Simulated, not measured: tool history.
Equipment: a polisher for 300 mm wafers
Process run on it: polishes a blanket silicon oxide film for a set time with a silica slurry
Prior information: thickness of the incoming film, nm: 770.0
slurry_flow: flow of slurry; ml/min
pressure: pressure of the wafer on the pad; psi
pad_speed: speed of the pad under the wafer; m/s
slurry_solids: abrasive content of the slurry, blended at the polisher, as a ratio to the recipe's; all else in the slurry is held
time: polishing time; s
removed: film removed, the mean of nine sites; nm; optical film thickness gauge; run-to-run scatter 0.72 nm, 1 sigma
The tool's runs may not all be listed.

| run | hour | slurry_flow | pressure | pad_speed | slurry_solids | time | removed |
|---|---|---|---|---|---|---|---|
| 1 | 0.0 | 125 | 4.3 | 1.34 | 1.0 | 46 | 142.57 |
| 2 | 2.1 | 125 | 4.3 | 1.34 | 1.2 | 46 | 150.29 |
| 3 | 4.0 | 120 | 4.0 | 1.34 | 1.2 | 46 | 135.44 |
| 4 | 9.3 | 120 | 3.1 | 1.34 | 1.2 | 46 | 107.67 |
| 5 | 18.2 | 120 | 3.1 | 1.34 | 1.2 | 48 | 113.03 |
| 6 | 23.3 | 120 | 4.0 | 1.34 | 1.2 | 48 | 143.58 |
| 7 | 25.9 | 115 | 3.8 | 1.34 | 1.2 | 48 | 134.10 |
| 8 | 33.5 | 110 | 3.6 | 1.34 | 1.2 | 48 | 128.73 |
| 9 | 42.4 | 110 | 3.4 | 1.34 | 1.2 | 48 | 122.05 |
| 10 | 48.1 | 110 | 3.2 | 1.34 | 1.2 | 48 | 114.16 |
| 11 | 52.3 | 105 | 3.1 | 1.34 | 1.2 | 48 | 108.26 |
| 12 | 56.4 | 100 | 3.1 | 1.34 | 1.2 | 48 | 108.68 |
| 13 | 64.3 | 100 | 3.1 | 1.34 | 1.2 | 48 | 109.31 |
| 14 | 66.2 | 95 | 3.0 | 1.34 | 1.2 | 48 | 105.41 |
| 15 | 70.5 | 95 | 3.0 | 1.34 | 1.2 | 48 | 104.26 |
|  | 77.5 | slurry nozzle cleaned |
| 16 | 77.5 | 95 | 3.0 | 1.34 | 1.2 | 48 | 110.99 |
| 17 | 86.1 | 95 | 2.9 | 1.34 | 1.2 | 48 | 106.88 |

Estimate the outcome of run 18 from the log above:
| 18 | 92.0 | 95 | 2.8 | 1.34 | 1.2 | 48 | ? |

Run 18 measured removed 103.35 nm.
